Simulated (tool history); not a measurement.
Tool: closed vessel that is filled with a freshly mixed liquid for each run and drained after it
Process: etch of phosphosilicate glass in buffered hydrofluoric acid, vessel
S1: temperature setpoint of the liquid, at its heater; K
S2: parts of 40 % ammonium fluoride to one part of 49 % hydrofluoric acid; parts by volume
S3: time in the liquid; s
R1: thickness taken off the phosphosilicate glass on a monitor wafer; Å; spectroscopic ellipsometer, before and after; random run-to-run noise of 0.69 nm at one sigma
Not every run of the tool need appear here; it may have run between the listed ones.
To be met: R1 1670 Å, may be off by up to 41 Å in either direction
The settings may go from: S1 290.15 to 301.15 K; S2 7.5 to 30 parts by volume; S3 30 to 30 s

run,hour,S1,S2,S3,R1
1,0,293.15,22,30,992.67
2,1.6,295.15,21.5,30,1131.1
3,7.7,295.15,21.5,30,1133.2
4,10.3,298.65,21.5,30,1380.4
5,15.8,296.15,21.5,30,1194.8
6,23.4,296.15,21.5,30,1200.4
7,26.5,297.15,21,30,1282
# hour 34.1: hydrofluoric acid flow meter replaced
8,34.1,298.15,20.5,30,1488.8
9,43.2,298.15,20.5,30,1487.5
10,51.9,298.65,20.5,30,1541.8
11,59.5,298.65,20.5,30,1532.8

4 candidate next runs follow, results not yet known. Just one meets every target within its allowed miss. Identify it.
A,67.1,301.15,20.5,30,?
B,67.1,298.15,18,30,?
C,67.1,300.15,22.5,30,?
D,67.1,295.65,15,30,?

move,R1
A,1750.6
B,1680.4
C,1556.6
D,1753.5
A: the result that was furthest off in the last run now lies on the other side of its target
B: all results in spec
C: closer than the last run, but not yet in spec
D: the result that was furthest off in the last run now lies on the other side of its target
B is the move that brings every result within its allowed miss.

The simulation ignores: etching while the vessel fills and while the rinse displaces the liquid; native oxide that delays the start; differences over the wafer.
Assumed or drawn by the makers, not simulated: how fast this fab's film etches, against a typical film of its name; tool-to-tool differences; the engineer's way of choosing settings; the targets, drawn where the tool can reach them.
